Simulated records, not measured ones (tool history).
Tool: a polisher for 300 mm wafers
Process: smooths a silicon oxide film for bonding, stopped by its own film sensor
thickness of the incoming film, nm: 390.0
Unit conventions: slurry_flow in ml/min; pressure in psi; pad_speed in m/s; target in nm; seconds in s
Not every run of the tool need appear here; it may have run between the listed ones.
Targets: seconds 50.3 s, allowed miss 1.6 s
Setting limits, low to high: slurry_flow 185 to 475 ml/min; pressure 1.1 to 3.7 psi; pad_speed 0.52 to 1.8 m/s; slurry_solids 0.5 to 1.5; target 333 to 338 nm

{"run": 1, "hour": 0.0, "slurry_flow": 305, "pressure": 2.4, "pad_speed": 1.16, "slurry_solids": 1, "target": 333, "seconds": 70.978}
{"run": 2, "hour": 7.0, "slurry_flow": 305, "pressure": 2.4, "pad_speed": 1.16, "slurry_solids": 0.8, "target": 333, "seconds": 76.851}
{"run": 3, "hour": 14.4, "slurry_flow": 305, "pressure": 2.4, "pad_speed": 1.16, "slurry_solids": 0.7, "target": 333, "seconds": 79.652}
{"run": 4, "hour": 20.8, "slurry_flow": 305, "pressure": 2.6, "pad_speed": 1.16, "slurry_solids": 0.7, "target": 333, "seconds": 72.517}
{"run": 5, "hour": 29.7, "slurry_flow": 305, "pressure": 2.4, "pad_speed": 1.16, "slurry_solids": 0.7, "target": 333, "seconds": 78.134}
{"run": 6, "hour": 38.4, "slurry_flow": 305, "pressure": 2.6, "pad_speed": 1.16, "slurry_solids": 0.7, "target": 333, "seconds": 74.166}
{"run": 7, "hour": 41.6, "slurry_flow": 305, "pressure": 3.2, "pad_speed": 1.2, "slurry_solids": 0.7, "target": 333, "seconds": 58.752}
{"run": 8, "hour": 47.1, "slurry_flow": 305, "pressure": 3.3, "pad_speed": 1.2, "slurry_solids": 0.7, "target": 333, "seconds": 57.095}
{"run": 9, "hour": 51.1, "slurry_flow": 305, "pressure": 3.3, "pad_speed": 1.2, "slurry_solids": 0.7, "target": 333, "seconds": 59.036}
{"run": 10, "hour": 56.7, "slurry_flow": 305, "pressure": 3.4, "pad_speed": 1.22, "slurry_solids": 0.7, "target": 333, "seconds": 55.76}
{"run": 11, "hour": 63.3, "slurry_flow": 305, "pressure": 3.5, "pad_speed": 1.22, "slurry_solids": 0.7, "target": 333, "seconds": 54.492}
{"hour": 70.7, "done": "head pressure recalibrated"}
{"run": 12, "hour": 70.7, "slurry_flow": 305, "pressure": 3.7, "pad_speed": 1.22, "slurry_solids": 0.7, "target": 333, "seconds": 46.52}

Exercise: of the 5 proposed moves below, exactly one satisfies all targets within the stated allowed misses. Which move is it?
{"run": "A", "hour": 78.1, "slurry_flow": 285, "pressure": 3.5, "pad_speed": 1.3, "slurry_solids": 0.7, "target": 337, "seconds": "?"}
{"run": "B", "hour": 78.1, "slurry_flow": 230, "pressure": 3.5, "pad_speed": 1.02, "slurry_solids": 0.75, "target": 338, "seconds": "?"}
{"run": "C", "hour": 78.1, "slurry_flow": 315, "pressure": 3.7, "pad_speed": 1.18, "slurry_solids": 0.6, "target": 337, "seconds": "?"}
{"run": "D", "hour": 78.1, "slurry_flow": 315, "pressure": 3.7, "pad_speed": 1.32, "slurry_solids": 0.75, "target": 336, "seconds": "?"}
{"run": "E", "hour": 78.1, "slurry_flow": 305, "pressure": 3.4, "pad_speed": 1.28, "slurry_solids": 0.65, "target": 336, "seconds": "?"}

move=A seconds=44.308
move=B seconds=50.924
move=C seconds=46.787
move=D seconds=41.188
move=E seconds=47.697
A: misses by more than the last run did
B: hits every target within its allowed miss
C: moves toward the targets from the last run without getting all of them in spec
D: misses by more than the last run did
E: moves toward the targets from the last run without getting all of them in spec
B meets every target.
